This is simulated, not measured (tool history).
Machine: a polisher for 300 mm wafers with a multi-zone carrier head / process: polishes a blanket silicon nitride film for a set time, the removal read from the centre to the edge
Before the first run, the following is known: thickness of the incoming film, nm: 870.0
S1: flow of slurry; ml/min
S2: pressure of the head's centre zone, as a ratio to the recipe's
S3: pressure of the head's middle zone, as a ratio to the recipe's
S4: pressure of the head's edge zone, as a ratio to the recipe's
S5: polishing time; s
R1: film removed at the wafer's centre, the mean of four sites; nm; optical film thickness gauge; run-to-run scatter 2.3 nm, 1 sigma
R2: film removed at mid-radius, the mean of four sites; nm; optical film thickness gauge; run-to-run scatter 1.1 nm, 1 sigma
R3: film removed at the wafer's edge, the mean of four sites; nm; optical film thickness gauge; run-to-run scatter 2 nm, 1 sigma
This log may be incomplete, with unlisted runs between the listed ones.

Run 1, hour 0.0: S1 185 ml/min, S2 1.00, S3 1.00, S4 1.00, S5 58 s. Result: R1 150.04 nm, R2 146.79 nm, R3 148.86 nm.
Run 2, hour 5.5: S1 185 ml/min, S2 1.00, S3 1.00, S4 1.00, S5 52 s. Result: R1 134.03 nm, R2 132.92 nm, R3 136.83 nm.
Run 3, hour 6.3: S1 220 ml/min, S2 1.00, S3 1.00, S4 1.00, S5 52 s. Result: R1 139.29 nm, R2 134.46 nm, R3 137.87 nm.
Run 4, hour 14.4: S1 220 ml/min, S2 1.00, S3 0.97, S4 1.00, S5 52 s. Result: R1 135.06 nm, R2 132.17 nm, R3 137.14 nm.
Run 5, hour 16.9: S1 260 ml/min, S2 1.00, S3 0.97, S4 1.00, S5 52 s. Result: R1 140.16 nm, R2 135.25 nm, R3 137.56 nm.
Run 6, hour 18.3: S1 250 ml/min, S2 1.02, S3 0.99, S4 1.03, S5 55 s. Result: R1 148.39 nm, R2 142.42 nm, R3 149.73 nm.
Run 7, hour 23.3: S1 250 ml/min, S2 1.05, S3 1.02, S4 1.04, S5 56 s. Result: R1 153.79 nm, R2 149.85 nm, R3 149.90 nm.

Estimate the outcome of run 8 from the log above:
Run 8, hour 29.2: S1 270 ml/min, S2 1.14, S3 1.00, S4 1.10, S5 67 s. Result: R1 ?, R2 ?, R3 ?.

Run 8 came out at R1 204.01 nm, R2 176.71 nm, R3 192.56 nm.

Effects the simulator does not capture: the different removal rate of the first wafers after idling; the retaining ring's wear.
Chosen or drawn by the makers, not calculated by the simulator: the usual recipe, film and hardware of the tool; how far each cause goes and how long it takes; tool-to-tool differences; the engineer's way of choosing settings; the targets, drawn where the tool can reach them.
